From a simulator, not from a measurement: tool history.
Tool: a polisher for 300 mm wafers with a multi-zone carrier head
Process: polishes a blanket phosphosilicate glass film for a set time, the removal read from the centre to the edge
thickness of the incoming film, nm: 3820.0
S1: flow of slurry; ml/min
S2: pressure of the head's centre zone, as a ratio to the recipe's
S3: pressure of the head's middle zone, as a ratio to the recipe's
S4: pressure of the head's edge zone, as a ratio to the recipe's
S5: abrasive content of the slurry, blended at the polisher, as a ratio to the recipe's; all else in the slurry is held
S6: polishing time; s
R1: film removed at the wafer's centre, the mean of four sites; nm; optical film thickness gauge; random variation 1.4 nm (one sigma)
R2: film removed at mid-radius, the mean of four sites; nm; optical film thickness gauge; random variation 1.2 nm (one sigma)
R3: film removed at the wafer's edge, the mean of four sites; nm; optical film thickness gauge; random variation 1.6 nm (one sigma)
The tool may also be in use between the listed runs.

run,hour,S1,S2,S3,S4,S5,S6,R1,R2,R3
1,0.0,290,1.00,1.00,1.00,1.0,32,221.43,215.60,221.15
2,6.4,290,1.00,1.05,1.00,1.0,32,222.54,224.40,226.79
3,13.6,290,1.00,1.05,1.00,1.2,32,242.87,244.07,247.56
4,14.6,340,1.00,1.05,1.00,1.2,32,247.24,247.79,248.95
5,19.2,350,0.99,1.02,0.97,1.1,32,237.10,235.77,233.21
6,23.2,350,0.99,1.02,0.97,1.3,32,252.14,255.49,249.95

The next listed run, before its measurement:
7,29.1,340,0.98,0.98,0.95,1.2,32,?,?,?

{"run 7": {"R1": 244.24, "R2": 234.34, "R3": 240.47}}
